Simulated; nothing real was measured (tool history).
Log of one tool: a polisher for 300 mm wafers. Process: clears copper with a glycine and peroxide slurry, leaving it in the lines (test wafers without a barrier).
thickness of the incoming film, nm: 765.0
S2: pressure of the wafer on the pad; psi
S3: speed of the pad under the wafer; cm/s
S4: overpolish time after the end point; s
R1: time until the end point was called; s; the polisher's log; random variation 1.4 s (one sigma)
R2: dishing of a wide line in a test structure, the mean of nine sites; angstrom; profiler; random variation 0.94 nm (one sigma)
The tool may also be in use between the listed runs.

Run 1, day 0.000: flow of slurry (ml/min) 260, S2 2.9 psi, S3 120 cm/s, S4 17 s. Result: R1 100.51 s, R2 586.89 angstrom.
Run 2, day 0.150: flow of slurry (ml/min) 260, S2 2.8 psi, S3 118 cm/s, S4 19 s. Result: R1 106.66 s, R2 611.78 angstrom.
Run 3, day 0.433: flow of slurry (ml/min) 260, S2 2.1 psi, S3 118 cm/s, S4 19 s. Result: R1 137.82 s, R2 526.38 angstrom.
Run 4, day 0.588: flow of slurry (ml/min) 260, S2 2.3 psi, S3 118 cm/s, S4 21 s. Result: R1 125.92 s, R2 595.50 angstrom.
Run 5, day 0.633: flow of slurry (ml/min) 260, S2 2.4 psi, S3 118 cm/s, S4 22 s. Result: R1 124.00 s, R2 621.85 angstrom.
Run 6, day 0.892: flow of slurry (ml/min) 260, S2 2.4 psi, S3 102 cm/s, S4 22 s. Result: R1 138.10 s, R2 597.52 angstrom.

The next listed run, before its measurement:
Run 7, day 1.012: flow of slurry (ml/min) 260, S2 2.6 psi, S3 102 cm/s, S4 23 s. Result: R1 ?, R2 ?.

R1: 128.18 s
R2: 628.42 angstrom

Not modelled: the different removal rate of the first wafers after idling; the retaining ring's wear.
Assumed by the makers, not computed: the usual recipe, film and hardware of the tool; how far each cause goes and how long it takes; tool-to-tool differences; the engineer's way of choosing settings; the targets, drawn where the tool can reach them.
